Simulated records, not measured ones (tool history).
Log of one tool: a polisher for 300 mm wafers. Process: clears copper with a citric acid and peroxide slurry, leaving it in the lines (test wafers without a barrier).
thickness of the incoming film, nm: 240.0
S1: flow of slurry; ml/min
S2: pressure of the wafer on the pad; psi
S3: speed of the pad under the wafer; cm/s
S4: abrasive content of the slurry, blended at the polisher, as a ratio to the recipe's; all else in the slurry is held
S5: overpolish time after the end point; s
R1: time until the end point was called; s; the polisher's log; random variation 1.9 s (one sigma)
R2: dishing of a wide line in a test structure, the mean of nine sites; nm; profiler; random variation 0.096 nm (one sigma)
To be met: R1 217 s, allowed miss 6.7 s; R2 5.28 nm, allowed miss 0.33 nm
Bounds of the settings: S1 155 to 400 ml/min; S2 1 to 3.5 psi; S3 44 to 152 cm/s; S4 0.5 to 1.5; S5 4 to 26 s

run  hour   S1   S2   S3  S4  S5      R1      R2
  1     0  255  2.2   98   1  13  141.41  16.292
  2     3  260  1.9   98   1  11  166.64  11.978
  3  11.8  260  1.9   98   1  15  161.37  16.469
  4  17.3  270  1.7  100   1  12  177.91  11.933
  5  25.2  270  1.7  100   1  17  179.61   16.73
  6  30.8  300  1.6  102   1  14     183  13.622
  7  37.2  265  1.5  102   1  11  198.45  10.091
  8  42.3  235  1.5  104   1   9   196.8  8.6085
  9  46.2  220  1.5  104   1   8  197.49  7.6597
 10  53.8  210  1.3  104   1   4   227.9  3.4583
 11  59.3  205  1.3  104   1   5  229.72  4.2653
 12  65.2  210  1.3  104   1   5  225.11  4.2155
 13  66.2  215  1.3  104   1   6  229.61  4.9834
 14  72.3  235  1.4  104   1   6  208.88  5.5165
 15  80.5  230  1.4  104   1   6  208.74  5.3415
 16    83  225  1.4  104   1   6  211.21  5.5309

4 next moves are on the table. One of them brings every result within its allowed miss. Which?
  A  85.5  230  1.3  108     1   7   ?   ?
  B  85.5  215    2   72  0.95   7   ?   ?
  C  85.5  215  1.4  108   0.8   7   ?   ?
  D  85.5  225  1.4  100  1.05   6   ?   ?

move      R1      R2
   A  216.92  6.0672
   B  216.52  6.1276
   C  217.29  6.0663
   D  215.05  5.2947
A: brings the result that was furthest off to its target, and leaves another outside
B: brings the result that was furthest off to its target, and leaves another outside
C: brings the result that was furthest off to its target, and leaves another outside
D: meets every target
Move D is the one to make.
